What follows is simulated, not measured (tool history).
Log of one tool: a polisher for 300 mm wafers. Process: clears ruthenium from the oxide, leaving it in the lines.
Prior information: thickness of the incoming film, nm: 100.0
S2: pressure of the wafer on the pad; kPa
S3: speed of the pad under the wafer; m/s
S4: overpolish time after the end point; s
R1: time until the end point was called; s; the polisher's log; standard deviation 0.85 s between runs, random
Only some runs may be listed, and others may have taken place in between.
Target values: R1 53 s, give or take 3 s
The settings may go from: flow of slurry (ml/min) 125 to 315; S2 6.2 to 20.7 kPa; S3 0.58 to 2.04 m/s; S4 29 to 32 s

run 1 day=0 | flow_of_slurry_(ml/min)=205 S2=13.1 S3=1.3 S4=29 | R1=77.369
run 2 day=0.329 | flow_of_slurry_(ml/min)=205 S2=13.1 S3=1.3 S4=32 | R1=79.487
run 3 day=0.392 | flow_of_slurry_(ml/min)=205 S2=13.8 S3=1.3 S4=32 | R1=77.723
run 4 day=0.667 | flow_of_slurry_(ml/min)=205 S2=11.7 S3=1.3 S4=32 | R1=89.136
run 5 day=0.967 | flow_of_slurry_(ml/min)=205 S2=13.1 S3=1.32 S4=32 | R1=76.915
run 6 day=1.038 | flow_of_slurry_(ml/min)=205 S2=13.1 S3=1.5 S4=32 | R1=68.322
run 7 day=1.204 | flow_of_slurry_(ml/min)=205 S2=13.8 S3=1.5 S4=32 | R1=65.896
run 8 day=1.246 | flow_of_slurry_(ml/min)=205 S2=14.5 S3=1.5 S4=32 | R1=61.976
run 9 day=1.421 | flow_of_slurry_(ml/min)=205 S2=15.9 S3=1.52 S4=32 | R1=57.075

Exercise: of the 5 proposed moves below, exactly one satisfies all targets within the stated allowed misses. Which move is it?
run A day=1.596 | flow_of_slurry_(ml/min)=130 S2=17.2 S3=1.58 S4=32 | R1=?
run B day=1.596 | flow_of_slurry_(ml/min)=205 S2=15.9 S3=1.46 S4=32 | R1=?
run C day=1.596 | flow_of_slurry_(ml/min)=195 S2=14.5 S3=1.56 S4=30 | R1=?
run D day=1.596 | flow_of_slurry_(ml/min)=195 S2=15.2 S3=1.4 S4=29 | R1=?
run E day=1.596 | flow_of_slurry_(ml/min)=210 S2=15.2 S3=1.44 S4=32 | R1=?

move=A R1=53.557
move=B R1=58.611
move=C R1=60.418
move=D R1=64.158
move=E R1=61.851
A: each result inside its tolerance
B: the biggest miss grows against the last run
C: the biggest miss grows against the last run
D: the biggest miss grows against the last run
E: the biggest miss grows against the last run
So the answer is move A, the one that meets all the targets.

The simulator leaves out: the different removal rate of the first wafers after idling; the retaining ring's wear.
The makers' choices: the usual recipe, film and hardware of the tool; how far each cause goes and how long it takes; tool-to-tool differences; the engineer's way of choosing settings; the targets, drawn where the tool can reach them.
